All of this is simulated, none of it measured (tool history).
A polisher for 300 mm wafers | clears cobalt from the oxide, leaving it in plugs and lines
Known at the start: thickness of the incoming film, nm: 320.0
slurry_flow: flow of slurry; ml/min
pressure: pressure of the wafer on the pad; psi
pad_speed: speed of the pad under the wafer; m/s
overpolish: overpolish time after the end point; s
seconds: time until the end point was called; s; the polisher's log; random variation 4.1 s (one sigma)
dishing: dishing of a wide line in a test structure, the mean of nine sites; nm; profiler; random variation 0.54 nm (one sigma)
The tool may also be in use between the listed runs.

run	hour	slurry_flow	pressure	pad_speed	overpolish	seconds	dishing
1	0.0	175	1.7	0.90	28	86.828	49.912
2	2.7	175	1.9	0.90	28	80.014	51.577
3	6.0	215	1.9	0.90	28	77.055	53.331
4	14.7	190	1.7	0.80	28	99.024	47.349
5	23.7	190	2.1	0.80	28	81.135	51.995
6	31.8	180	1.8	0.72	28	104.010	46.084

Run 7 comes next. What will it give?
7	33.2	165	1.6	0.66	28	?	?

seconds: 131.890 s
dishing: 41.797 nm

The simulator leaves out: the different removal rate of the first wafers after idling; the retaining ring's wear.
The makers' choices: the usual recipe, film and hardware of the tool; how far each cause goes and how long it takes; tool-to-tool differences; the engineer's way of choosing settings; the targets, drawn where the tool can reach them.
